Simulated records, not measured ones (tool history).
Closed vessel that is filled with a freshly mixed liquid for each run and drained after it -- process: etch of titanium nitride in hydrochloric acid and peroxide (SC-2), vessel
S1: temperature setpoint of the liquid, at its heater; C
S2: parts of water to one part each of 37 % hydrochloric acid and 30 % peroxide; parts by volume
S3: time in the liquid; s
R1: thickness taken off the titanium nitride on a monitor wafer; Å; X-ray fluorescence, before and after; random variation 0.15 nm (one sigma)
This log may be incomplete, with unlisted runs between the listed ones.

run 1 hour=0.0 | S1=50.0 S2=5.5 S3=830 | R1=260.65
run 2 hour=8.1 | S1=51.5 S2=5.5 S3=830 | R1=286.53
run 3 hour=16.4 | S1=46.0 S2=5.5 S3=830 | R1=197.76
run 4 hour=23.4 | S1=48.0 S2=5.5 S3=830 | R1=227.89
run 5 hour=29.9 | S1=48.0 S2=5.5 S3=660 | R1=180.74
run 6 hour=31.3 | S1=50.0 S2=5.5 S3=660 | R1=206.52
run 7 hour=34.9 | S1=52.0 S2=5.5 S3=660 | R1=236.34
run 8 hour=37.4 | S1=54.0 S2=5.5 S3=660 | R1=269.00
run 9 hour=39.0 | S1=55.5 S2=5.5 S3=660 | R1=297.83

Expected results for the next run?
run 10 hour=41.3 | S1=56.5 S2=5.5 S3=660 | R1=?

R1: 315.58 Å

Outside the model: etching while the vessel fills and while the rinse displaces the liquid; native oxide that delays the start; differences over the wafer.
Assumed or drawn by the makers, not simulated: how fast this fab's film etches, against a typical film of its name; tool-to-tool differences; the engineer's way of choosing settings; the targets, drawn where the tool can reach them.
